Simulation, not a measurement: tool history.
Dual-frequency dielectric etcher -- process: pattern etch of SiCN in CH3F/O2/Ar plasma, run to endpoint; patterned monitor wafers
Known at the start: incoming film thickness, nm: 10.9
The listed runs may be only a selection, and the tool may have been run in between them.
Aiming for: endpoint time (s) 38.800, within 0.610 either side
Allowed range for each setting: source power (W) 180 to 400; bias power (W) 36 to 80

run 1 hour=0.0 | source_power_(W)=290 bias_power_(W)=58 | endpoint_time_(s)=35.257
run 2 hour=2.2 | source_power_(W)=330 bias_power_(W)=58 | endpoint_time_(s)=34.270
run 3 hour=10.5 | source_power_(W)=290 bias_power_(W)=58 | endpoint_time_(s)=35.282
run 4 hour=14.7 | source_power_(W)=290 bias_power_(W)=62 | endpoint_time_(s)=34.502
run 5 hour=16.7 | source_power_(W)=290 bias_power_(W)=70 | endpoint_time_(s)=32.881
run 6 hour=23.8 | source_power_(W)=290 bias_power_(W)=62 | endpoint_time_(s)=34.562
run 7 hour=24.7 | source_power_(W)=260 bias_power_(W)=60 | endpoint_time_(s)=36.077
run 8 hour=33.0 | source_power_(W)=260 bias_power_(W)=60 | endpoint_time_(s)=36.056
run 9 hour=39.3 | source_power_(W)=240 bias_power_(W)=59 | endpoint_time_(s)=36.937
run 10 hour=40.0 | source_power_(W)=230 bias_power_(W)=58 | endpoint_time_(s)=37.497
run 11 hour=44.3 | source_power_(W)=220 bias_power_(W)=58 | endpoint_time_(s)=38.016

Next run, 4 choices. One meets every target within its allowed miss, the rest don't. Which?
run A hour=48.6 | source_power_(W)=250 bias_power_(W)=51 | endpoint_time_(s)=?
run B hour=48.6 | source_power_(W)=210 bias_power_(W)=62 | endpoint_time_(s)=?
run C hour=48.6 | source_power_(W)=220 bias_power_(W)=63 | endpoint_time_(s)=?
run D hour=48.6 | source_power_(W)=250 bias_power_(W)=57 | endpoint_time_(s)=?

move=A endpoint_time_(s)=38.974
move=B endpoint_time_(s)=37.738
move=C endpoint_time_(s)=37.098
move=D endpoint_time_(s)=37.374
A: every result within its allowed miss
B: lands further from the targets than the last run did
C: lands further from the targets than the last run did
D: lands further from the targets than the last run did
Correct choice: A, which meets every target
